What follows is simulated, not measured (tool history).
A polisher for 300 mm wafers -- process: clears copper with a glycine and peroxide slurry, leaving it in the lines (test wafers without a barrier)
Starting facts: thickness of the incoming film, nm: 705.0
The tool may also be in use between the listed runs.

run	hour	flow of slurry (ml/min)	pressure of the wafer on the pad (psi)	speed of the pad under the wafer (cm/s)	overpolish time after the end point (s)	time until the end point was called (s)	dishing of a wide line in a test structure (Å)
1	0	215	2.8	122	21	107.04	743.86
2	1	180	2.8	122	21	110.75	749.18
3	6.1	200	2.6	116	19	125.38	631.66
4	7.7	215	2.5	114	18	128.49	598.8
5	8.8	230	2.4	110	17	131.3	533.79
6	15.6	260	2.4	110	17	128.86	555.38
7	16.2	270	2.3	106	16	134.61	494.8
8	20.1	275	2.2	104	15	147.67	455.8
9	28.2	280	2.1	104	14	145.74	419.02
10	31.5	285	2	102	13	160.58	373.07
11	32.7	290	1.9	104	12	157.82	340.42
12	39.6	285	1.8	106	11	165.91	297.58
13	47	285	1.8	106	11	165.54	301.27
14	55.8	280	1.7	110	10	171.05	277.82
15	58.3	280	1.7	110	10	165.56	273.49
16	59.9	275	1.7	114	10	166.29	273.03
17	64.7	275	1.7	118	10	160.66	289.4

Predict the results of run 18:
18	66.5	260	1.7	122	10	?	?

time until the end point was called (s): 154.43
dishing of a wide line in a test structure (Å): 297.41

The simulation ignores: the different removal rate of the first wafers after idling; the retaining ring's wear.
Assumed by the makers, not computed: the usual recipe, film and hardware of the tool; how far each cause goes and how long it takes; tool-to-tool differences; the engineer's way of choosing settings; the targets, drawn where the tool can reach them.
